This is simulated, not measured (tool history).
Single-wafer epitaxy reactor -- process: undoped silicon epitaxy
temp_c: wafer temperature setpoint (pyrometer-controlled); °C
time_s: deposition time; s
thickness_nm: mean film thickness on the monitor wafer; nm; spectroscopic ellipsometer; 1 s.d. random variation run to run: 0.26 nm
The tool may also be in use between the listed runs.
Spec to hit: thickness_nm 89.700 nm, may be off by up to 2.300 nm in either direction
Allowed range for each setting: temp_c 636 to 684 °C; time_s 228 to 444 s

run	hour	temp_c	time_s	thickness_nm
1	0.0	660	336	68.312
2	2.3	652	336	55.944
3	6.1	655	337	60.790
4	12.1	657	337	63.568
5	16.1	657	303	57.354
6	22.1	657	277	52.382
7	23.1	669	283	71.273
8	24.0	670	283	72.951
9	25.3	671	283	75.162
10	33.5	672	283	76.337
11	37.7	673	283	78.696
12	41.4	674	283	80.183
13	50.3	675	283	82.043
14	58.0	676	283	84.039

Below are 5 possible settings for the next run. Only one of them brings all results inside the allowed miss of their targets. Which is it?
A	65.7	673	278	?
B	65.7	674	315	?
C	65.7	670	300	?
D	65.7	677	281	?
E	65.7	673	298	?

move	thickness_nm
A	77.194
B	89.550
C	77.599
D	85.697
E	82.747
A: the biggest miss grows against the last run
B: each result inside its tolerance
C: the biggest miss grows against the last run
D: gains on the last run, yet a result remains outside its allowed miss
E: the biggest miss grows against the last run
B meets every target.

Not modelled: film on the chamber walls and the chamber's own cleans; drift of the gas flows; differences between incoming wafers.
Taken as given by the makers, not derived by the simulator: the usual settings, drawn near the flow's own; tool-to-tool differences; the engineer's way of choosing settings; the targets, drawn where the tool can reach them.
